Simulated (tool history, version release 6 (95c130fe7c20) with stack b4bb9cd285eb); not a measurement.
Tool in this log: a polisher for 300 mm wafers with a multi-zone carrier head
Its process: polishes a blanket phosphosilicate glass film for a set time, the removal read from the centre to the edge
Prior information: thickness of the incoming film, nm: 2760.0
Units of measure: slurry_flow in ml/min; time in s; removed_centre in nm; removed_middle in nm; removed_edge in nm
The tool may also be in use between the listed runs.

Run 1, hour 0.0: slurry_flow 310 ml/min, centre_zone 1.00, middle_zone 1.00, edge_zone 1.00, slurry_solids 1.00, time 55 s. Result: removed_centre 470.23 nm, removed_middle 460.75 nm, removed_edge 466.71 nm.
Run 2, hour 6.5: slurry_flow 310 ml/min, centre_zone 0.94, middle_zone 1.00, edge_zone 1.00, slurry_solids 1.00, time 55 s. Result: removed_centre 458.46 nm, removed_middle 462.75 nm, removed_edge 479.10 nm.
Run 3, hour 11.1: slurry_flow 305 ml/min, centre_zone 0.95, middle_zone 1.02, edge_zone 0.96, slurry_solids 0.85, time 48 s. Result: removed_centre 368.85 nm, removed_middle 381.70 nm, removed_edge 382.49 nm.
Run 4, hour 15.3: slurry_flow 305 ml/min, centre_zone 0.95, middle_zone 0.94, edge_zone 0.96, slurry_solids 0.85, time 48 s. Result: removed_centre 372.17 nm, removed_middle 360.68 nm, removed_edge 382.90 nm.
Run 5, hour 19.7: slurry_flow 305 ml/min, centre_zone 0.95, middle_zone 0.90, edge_zone 0.96, slurry_solids 0.85, time 48 s. Result: removed_centre 362.94 nm, removed_middle 343.81 nm, removed_edge 373.53 nm.
Run 6, hour 26.4: slurry_flow 305 ml/min, centre_zone 0.92, middle_zone 0.90, edge_zone 0.96, slurry_solids 0.85, time 48 s. Result: removed_centre 365.67 nm, removed_middle 349.49 nm, removed_edge 379.07 nm.
Run 7, hour 30.0: slurry_flow 315 ml/min, centre_zone 0.94, middle_zone 0.95, edge_zone 0.91, slurry_solids 0.75, time 43 s. Result: removed_centre 316.98 nm, removed_middle 312.73 nm, removed_edge 308.38 nm.

Expected results for the next run?
Run 8, hour 38.1: slurry_flow 320 ml/min, centre_zone 0.92, middle_zone 0.95, edge_zone 0.89, slurry_solids 0.65, time 41 s. Result: removed_centre ?, removed_middle ?, removed_edge ?.

Run 8 came out at removed_centre 280.54 nm, removed_middle 277.91 nm, removed_edge 281.27 nm.

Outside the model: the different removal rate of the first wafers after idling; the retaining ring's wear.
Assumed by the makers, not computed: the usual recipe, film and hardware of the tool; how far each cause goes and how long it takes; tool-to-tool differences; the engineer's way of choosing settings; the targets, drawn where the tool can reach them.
